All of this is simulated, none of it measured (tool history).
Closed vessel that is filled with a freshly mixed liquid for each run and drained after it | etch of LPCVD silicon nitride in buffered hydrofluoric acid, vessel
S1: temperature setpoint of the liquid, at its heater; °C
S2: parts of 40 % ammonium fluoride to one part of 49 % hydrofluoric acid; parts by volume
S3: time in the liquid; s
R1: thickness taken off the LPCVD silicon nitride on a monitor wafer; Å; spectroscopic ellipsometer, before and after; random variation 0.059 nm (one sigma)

| run | hour | S1 | S2 | S3 | R1 |
|---|---|---|---|---|---|
| 1 | 0.0 | 25.0 | 21.0 | 1020 | 73.027 |
| 2 | 6.2 | 25.0 | 21.0 | 1020 | 72.886 |
| 3 | 9.8 | 25.0 | 25.0 | 1020 | 64.689 |
| 4 | 18.0 | 25.0 | 25.0 | 1020 | 64.691 |
| 5 | 27.5 | 25.0 | 21.5 | 1020 | 71.476 |
| 6 | 32.0 | 25.0 | 21.5 | 815 | 57.775 |
| 7 | 39.6 | 27.0 | 17.5 | 875 | 82.277 |
| 8 | 45.0 | 28.5 | 15.0 | 875 | 102.880 |
| 9 | 48.4 | 29.5 | 14.0 | 875 | 116.990 |
| 10 | 53.7 | 30.0 | 13.5 | 875 | 124.830 |

Run 11 comes next. What will it give?
| 11 | 55.8 | 30.5 | 13.5 | 875 | ? |

Run 11 gave R1 127.930 Å.

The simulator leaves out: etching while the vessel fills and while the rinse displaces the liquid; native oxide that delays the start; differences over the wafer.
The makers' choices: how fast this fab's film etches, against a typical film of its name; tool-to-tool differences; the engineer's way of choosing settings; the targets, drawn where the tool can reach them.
